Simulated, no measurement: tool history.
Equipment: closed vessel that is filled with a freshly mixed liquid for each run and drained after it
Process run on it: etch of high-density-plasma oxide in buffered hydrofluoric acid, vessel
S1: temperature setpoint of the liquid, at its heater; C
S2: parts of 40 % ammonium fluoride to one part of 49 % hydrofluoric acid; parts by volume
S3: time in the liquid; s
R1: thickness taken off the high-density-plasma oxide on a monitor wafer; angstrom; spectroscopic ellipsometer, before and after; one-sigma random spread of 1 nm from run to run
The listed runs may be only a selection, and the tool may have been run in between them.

| run | hour | S1 | S2 | S3 | R1 |
|---|---|---|---|---|---|
| 1 | 0 | 20 | 9.5 | 30 | 600.93 |
| 2 | 6.5 | 21 | 9 | 30 | 674.35 |
| 3 | 10.2 | 21 | 9 | 30 | 681.25 |
| 4 | 17.5 | 21 | 7 | 30 | 851.66 |
| 5 | 25.8 | 21.5 | 7 | 30 | 884.67 |
| 6 | 31.8 | 22 | 7 | 30 | 892.35 |

The next listed run, before its measurement:
|  | 35.4 | hydrofluoric acid flow meter replaced |
| 7 | 35.4 | 26 | 7 | 30 | ? |

{"run 7": {"R1": 1241.5}}
